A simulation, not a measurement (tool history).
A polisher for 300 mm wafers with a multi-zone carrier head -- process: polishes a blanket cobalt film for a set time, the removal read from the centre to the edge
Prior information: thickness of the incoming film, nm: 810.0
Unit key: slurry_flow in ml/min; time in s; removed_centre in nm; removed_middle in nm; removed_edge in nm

Run 1, hour 0: slurry_flow 305 ml/min, centre_zone 1, middle_zone 1, edge_zone 1, time 64 s. Result: removed_centre 171.97 nm, removed_middle 154.65 nm, removed_edge 156.15 nm.
Run 2, hour 6.9: slurry_flow 305 ml/min, centre_zone 1, middle_zone 0.95, edge_zone 1, time 64 s. Result: removed_centre 169.03 nm, removed_middle 149.2 nm, removed_edge 158.15 nm.
Run 3, hour 10.6: slurry_flow 305 ml/min, centre_zone 1, middle_zone 0.95, edge_zone 0.96, time 64 s. Result: removed_centre 172.61 nm, removed_middle 151.42 nm, removed_edge 152.11 nm.
Run 4, hour 17.5: slurry_flow 305 ml/min, centre_zone 1, middle_zone 0.91, edge_zone 0.96, time 64 s. Result: removed_centre 173.87 nm, removed_middle 143.97 nm, removed_edge 155.35 nm.
Run 5, hour 21.9: slurry_flow 305 ml/min, centre_zone 1, middle_zone 0.91, edge_zone 0.96, time 55 s. Result: removed_centre 147 nm, removed_middle 123.27 nm, removed_edge 131.31 nm.
Run 6, hour 24.1: slurry_flow 305 ml/min, centre_zone 0.99, middle_zone 0.93, edge_zone 0.98, time 58 s. Result: removed_centre 152.65 nm, removed_middle 132.88 nm, removed_edge 140.92 nm.
Run 7, hour 27.5: slurry_flow 305 ml/min, centre_zone 0.98, middle_zone 0.95, edge_zone 1, time 60 s. Result: removed_centre 154.35 nm, removed_middle 139.24 nm, removed_edge 147.75 nm.

The next listed run, before its measurement:
At hour 35.7: centre zone pressure recalibrated.
Run 8, hour 35.7: slurry_flow 305 ml/min, centre_zone 0.98, middle_zone 0.97, edge_zone 1.02, time 62 s. Result: removed_centre ?, removed_middle ?, removed_edge ?.

{"run 8": {"removed_centre": 146.01, "removed_middle": 147.28, "removed_edge": 155.26}}
